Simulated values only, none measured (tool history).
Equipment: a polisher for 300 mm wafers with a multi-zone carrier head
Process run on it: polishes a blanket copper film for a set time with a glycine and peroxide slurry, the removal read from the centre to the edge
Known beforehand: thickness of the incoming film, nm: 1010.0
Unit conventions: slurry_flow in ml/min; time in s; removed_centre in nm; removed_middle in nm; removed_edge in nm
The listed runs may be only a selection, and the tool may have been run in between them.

run,hour,slurry_flow,centre_zone,middle_zone,edge_zone,time,removed_centre,removed_middle,removed_edge
1,0,310,1,1,1,51,205.32,208.72,205.09
2,6.8,250,1,1,1,51,204.29,202.32,204.89
3,10.6,250,1,1,1,40,160.48,158.96,160.59
4,11.4,250,1,0.92,1,40,160.74,148.72,157.5
5,15.6,250,1.03,0.95,1.03,42,172.02,162.16,172.28
6,21.4,250,1.03,0.89,1.03,42,172.11,155.16,171.08
7,29.6,260,1.06,0.91,1.04,43,182.47,159.96,177.08
8,34.9,270,1.08,0.94,1.05,44,189.98,166.98,181.32
9,39.9,310,1.17,1.04,1.15,53,254.07,216.42,231.04

Run 10 has not been measured yet. What should we expect?
10,43,305,1.16,1.04,1.14,53,?,?,?

{"run 10": {"removed_centre": 248.99, "removed_middle": 218.13, "removed_edge": 229.46}}
